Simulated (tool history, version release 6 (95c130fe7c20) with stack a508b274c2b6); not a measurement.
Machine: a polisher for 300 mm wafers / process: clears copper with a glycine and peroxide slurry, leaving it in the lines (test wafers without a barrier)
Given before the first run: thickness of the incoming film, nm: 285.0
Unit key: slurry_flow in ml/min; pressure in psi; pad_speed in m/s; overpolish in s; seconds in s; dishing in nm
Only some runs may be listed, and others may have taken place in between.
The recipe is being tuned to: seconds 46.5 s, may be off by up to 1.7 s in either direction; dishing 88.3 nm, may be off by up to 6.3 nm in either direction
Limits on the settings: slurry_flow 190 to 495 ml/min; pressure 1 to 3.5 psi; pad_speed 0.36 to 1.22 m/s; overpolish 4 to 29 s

{"run": 1, "hour": 0.0, "slurry_flow": 320, "pressure": 2.2, "pad_speed": 0.78, "overpolish": 15, "seconds": 74.432, "dishing": 39.935}
{"run": 2, "hour": 5.8, "slurry_flow": 375, "pressure": 2.2, "pad_speed": 0.78, "overpolish": 15, "seconds": 74.144, "dishing": 38.646}
{"run": 3, "hour": 14.3, "slurry_flow": 375, "pressure": 2.3, "pad_speed": 0.8, "overpolish": 16, "seconds": 71.129, "dishing": 46.261}
{"run": 4, "hour": 20.0, "slurry_flow": 375, "pressure": 2.3, "pad_speed": 0.8, "overpolish": 19, "seconds": 72.176, "dishing": 53.774}
{"run": 5, "hour": 20.6, "slurry_flow": 375, "pressure": 2.3, "pad_speed": 0.9, "overpolish": 19, "seconds": 63.745, "dishing": 57.302}
{"run": 6, "hour": 23.1, "slurry_flow": 375, "pressure": 2.4, "pad_speed": 0.9, "overpolish": 19, "seconds": 63.106, "dishing": 57.971}
{"run": 7, "hour": 24.8, "slurry_flow": 375, "pressure": 2.5, "pad_speed": 0.9, "overpolish": 19, "seconds": 60.776, "dishing": 60.531}
{"run": 8, "hour": 25.7, "slurry_flow": 375, "pressure": 2.6, "pad_speed": 0.9, "overpolish": 19, "seconds": 58.966, "dishing": 61.38}
{"run": 9, "hour": 26.9, "slurry_flow": 375, "pressure": 2.7, "pad_speed": 0.9, "overpolish": 19, "seconds": 57.431, "dishing": 62.995}
{"run": 10, "hour": 29.3, "slurry_flow": 375, "pressure": 2.8, "pad_speed": 0.9, "overpolish": 19, "seconds": 55.389, "dishing": 63.828}
{"run": 11, "hour": 36.0, "slurry_flow": 375, "pressure": 2.8, "pad_speed": 0.9, "overpolish": 19, "seconds": 56.18, "dishing": 65.225}
{"run": 12, "hour": 38.8, "slurry_flow": 375, "pressure": 2.9, "pad_speed": 0.9, "overpolish": 19, "seconds": 53.83, "dishing": 65.576}
{"run": 13, "hour": 43.0, "slurry_flow": 375, "pressure": 3, "pad_speed": 0.9, "overpolish": 19, "seconds": 52.476, "dishing": 68.989}
{"run": 14, "hour": 47.3, "slurry_flow": 375, "pressure": 3.1, "pad_speed": 0.9, "overpolish": 19, "seconds": 50.783, "dishing": 68.545}
{"run": 15, "hour": 53.6, "slurry_flow": 375, "pressure": 3.1, "pad_speed": 0.9, "overpolish": 19, "seconds": 50.856, "dishing": 69.198}
{"run": 16, "hour": 62.2, "slurry_flow": 375, "pressure": 3.3, "pad_speed": 0.9, "overpolish": 21, "seconds": 48.297, "dishing": 79.743}

Of the 4 settings listed for the next run, only one would bring every result within its allowed miss of target. Which one?
{"run": "A", "hour": 70.8, "slurry_flow": 475, "pressure": 3.3, "pad_speed": 0.92, "overpolish": 16, "seconds": "?", "dishing": "?"}
{"run": "B", "hour": 70.8, "slurry_flow": 450, "pressure": 3.5, "pad_speed": 0.88, "overpolish": 23, "seconds": "?", "dishing": "?"}
{"run": "C", "hour": 70.8, "slurry_flow": 335, "pressure": 3.4, "pad_speed": 0.84, "overpolish": 21, "seconds": "?", "dishing": "?"}
{"run": "D", "hour": 70.8, "slurry_flow": 420, "pressure": 3.3, "pad_speed": 0.98, "overpolish": 17, "seconds": "?", "dishing": "?"}

move=A seconds=47.3 dishing=64.976
move=B seconds=46.884 dishing=87.559
move=C seconds=50.992 dishing=76.471
move=D seconds=45.194 dishing=70.719
A: lands further from the targets than the last run did
B: every result lands within tolerance
C: lands further from the targets than the last run did
D: lands further from the targets than the last run did
B is the move that brings every result within its allowed miss.
